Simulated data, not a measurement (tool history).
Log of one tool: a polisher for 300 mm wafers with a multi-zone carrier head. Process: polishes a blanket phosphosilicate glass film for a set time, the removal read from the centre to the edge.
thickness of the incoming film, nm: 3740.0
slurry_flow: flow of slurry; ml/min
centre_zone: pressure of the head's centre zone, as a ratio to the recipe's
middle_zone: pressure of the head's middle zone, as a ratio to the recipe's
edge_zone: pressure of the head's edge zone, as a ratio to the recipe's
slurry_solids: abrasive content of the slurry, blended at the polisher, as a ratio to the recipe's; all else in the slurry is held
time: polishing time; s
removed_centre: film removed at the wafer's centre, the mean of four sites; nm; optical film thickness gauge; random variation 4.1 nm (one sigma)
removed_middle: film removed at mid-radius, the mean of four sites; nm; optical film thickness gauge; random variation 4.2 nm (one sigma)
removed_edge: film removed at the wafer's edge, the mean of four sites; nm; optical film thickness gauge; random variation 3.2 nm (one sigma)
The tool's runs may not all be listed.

run,hour,slurry_flow,centre_zone,middle_zone,edge_zone,slurry_solids,time,removed_centre,removed_middle,removed_edge
1,0,305,1,1,1,1,48,408.68,405.1,425.89
2,0.8,235,1,1,1,1,48,394.15,396.74,417.11
3,9.8,240,1.01,1.01,0.99,0.95,48,408.88,391.15,405.83
4,14.7,240,1.04,1.01,0.99,0.95,48,404.96,395.29,401.23
5,18.7,240,1.04,1.01,0.98,0.9,48,405.52,382.62,390.89
6,21.6,240,1.04,1.01,0.98,0.9,42,343.78,334.27,346.91
7,24.6,240,1.05,1.01,0.97,0.9,42,345.37,340.75,344.31
8,30.4,240,1.06,1.01,0.96,0.9,42,358.84,332.49,338.67
9,33.7,240,1.06,1.02,0.95,0.9,42,350.87,337.44,339.86
10,37.7,240,1.07,1.02,0.94,0.9,42,354.41,331.97,331.44
11,40,240,1.07,1.02,0.93,0.9,42,364.1,334.76,333.66

The next listed run, before its measurement:
12,47.9,240,1.07,1.03,0.92,0.9,42,?,?,?

removed_centre: 359.43 nm
removed_middle: 340.14 nm
removed_edge: 333.73 nm
